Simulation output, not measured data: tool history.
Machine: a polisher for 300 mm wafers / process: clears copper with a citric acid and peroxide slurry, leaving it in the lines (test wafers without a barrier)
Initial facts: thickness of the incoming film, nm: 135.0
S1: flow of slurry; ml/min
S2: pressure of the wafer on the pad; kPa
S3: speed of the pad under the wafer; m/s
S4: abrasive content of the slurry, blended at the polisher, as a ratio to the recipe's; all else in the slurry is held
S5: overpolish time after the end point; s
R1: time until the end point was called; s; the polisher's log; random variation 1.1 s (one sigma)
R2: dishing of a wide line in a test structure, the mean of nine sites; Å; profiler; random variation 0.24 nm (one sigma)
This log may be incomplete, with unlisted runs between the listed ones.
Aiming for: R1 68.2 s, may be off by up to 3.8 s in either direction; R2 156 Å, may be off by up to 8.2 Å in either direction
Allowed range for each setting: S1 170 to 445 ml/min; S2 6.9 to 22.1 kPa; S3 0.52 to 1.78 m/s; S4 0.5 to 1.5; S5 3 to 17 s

run    day   S1    S2    S3    S4  S5      R1      R2
  1      0  285  14.5  1.14     1   9  74.684  119.21
  2  0.079  285  14.5  1.14  1.15   9   70.96  122.69
  3  0.204  280  15.2  1.14   1.1  10  68.858  137.23
  4  0.346  280  15.2  0.88   1.1  10  90.721  108.34
  5  0.708  280  15.2  0.88   1.3  10   87.67  113.79
  6  1.075  280  15.9  0.88   1.3  10  86.031  117.14
  7  1.396  280  16.5  0.88   1.3  10  80.845  118.58
  8  1.621  280  17.2  0.88   1.3  10  78.147   122.3
  9  1.888  285  17.9   0.9   1.3  11  75.334  142.79

Below are 5 possible settings for the next run. Only one of them brings all results inside the allowed miss of their targets. Which is it?
  A  2.154  340  16.5  1.14  1.45  10   ?   ?
  B  2.154  315  18.6  1.02  1.45   9   ?   ?
  C  2.154  265  19.3  0.98   1.2  11   ?   ?
  D  2.154  270  18.6  0.88  1.25  11   ?   ?
  E  2.154  305  15.2  0.98   1.2  15   ?   ?

move      R1      R2
   A  61.571  155.25
   B  62.987  138.02
   C  67.888  155.49
   D  76.618  138.67
   E  80.675  175.67
A: the result that was furthest off in the last run now lies on the other side of its target
B: the result that was furthest off in the last run now lies on the other side of its target
C: all results land within tolerance of their targets
D: moves away from the targets compared with the last run
E: moves away from the targets compared with the last run
C meets every target.
